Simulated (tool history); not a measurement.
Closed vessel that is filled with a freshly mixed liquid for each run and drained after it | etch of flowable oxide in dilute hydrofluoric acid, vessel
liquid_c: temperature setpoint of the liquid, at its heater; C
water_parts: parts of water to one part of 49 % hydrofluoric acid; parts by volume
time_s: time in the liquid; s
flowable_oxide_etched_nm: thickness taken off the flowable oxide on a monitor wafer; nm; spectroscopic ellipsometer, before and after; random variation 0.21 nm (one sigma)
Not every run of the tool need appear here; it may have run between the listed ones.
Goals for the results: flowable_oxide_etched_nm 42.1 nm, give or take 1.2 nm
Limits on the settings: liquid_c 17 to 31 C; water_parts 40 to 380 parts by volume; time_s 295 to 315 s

run	hour	liquid_c	water_parts	time_s	flowable_oxide_etched_nm
1	0	23	210	295	32.126
2	2	23	210	315	34.782
3	8.5	23	135	315	58.321
4	15	20	135	315	52.188
5	19	22	135	315	55.984
6	27.7	22	135	315	56.138
7	29.3	21	140	315	51.719
8	30.4	20	140	315	49.355
9	34.4	20	140	315	49.155
10	43.2	20	140	315	49.583
11	47.1	19.5	140	315	48.947
12	52.8	17	155	315	38.776
13	61.6	17.5	155	315	39.823
14	69.1	18	155	315	40.766

Consider the 4 candidate settings below. Which is the only one whose results all fall within their allowed miss of target?
A	76.6	20.5	155	295	?
B	76.6	17.5	160	315	?
C	76.6	17	130	295	?
D	76.6	19.5	150	315	?

move	flowable_oxide_etched_nm
A	42.681
B	38.96
C	45.31
D	45.495
A: each result inside its tolerance
B: its largest miss is bigger than the last run's
C: the result that was furthest off in the last run now lies on the other side of its target
D: the result that was furthest off in the last run now lies on the other side of its target
So the answer is move A, the one that meets all the targets.
